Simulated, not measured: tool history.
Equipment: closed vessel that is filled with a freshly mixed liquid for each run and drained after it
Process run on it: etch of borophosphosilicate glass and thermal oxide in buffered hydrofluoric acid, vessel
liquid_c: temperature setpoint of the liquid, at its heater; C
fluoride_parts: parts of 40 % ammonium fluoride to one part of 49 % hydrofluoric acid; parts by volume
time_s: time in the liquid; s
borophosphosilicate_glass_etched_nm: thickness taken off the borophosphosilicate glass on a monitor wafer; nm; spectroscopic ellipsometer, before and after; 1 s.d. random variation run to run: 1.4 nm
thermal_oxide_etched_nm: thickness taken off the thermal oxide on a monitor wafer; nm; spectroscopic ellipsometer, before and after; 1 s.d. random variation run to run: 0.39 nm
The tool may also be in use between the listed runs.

run,hour,liquid_c,fluoride_parts,time_s,borophosphosilicate_glass_etched_nm,thermal_oxide_etched_nm
1,0,24,11.5,60,162.28,63.112
2,4.3,24,11.5,40,107.89,41.776
3,7.3,21,11.5,40,91.919,35.425
4,11.6,25,10,40,129.7,50.503
5,14.3,27.5,9,40,159.53,62.125
6,17.3,27.5,12,40,125.65,48.69
7,19.1,29,10,40,162.93,62.981
8,25.9,30,9,40,182.38,70.971
9,34.6,30.5,8,40,213.22,82.21

Run 10 is up next; what results do you expect?
10,41.4,31,7.5,40,?,?

{"run 10": {"borophosphosilicate_glass_etched_nm": 235, "thermal_oxide_etched_nm": 90.933}}
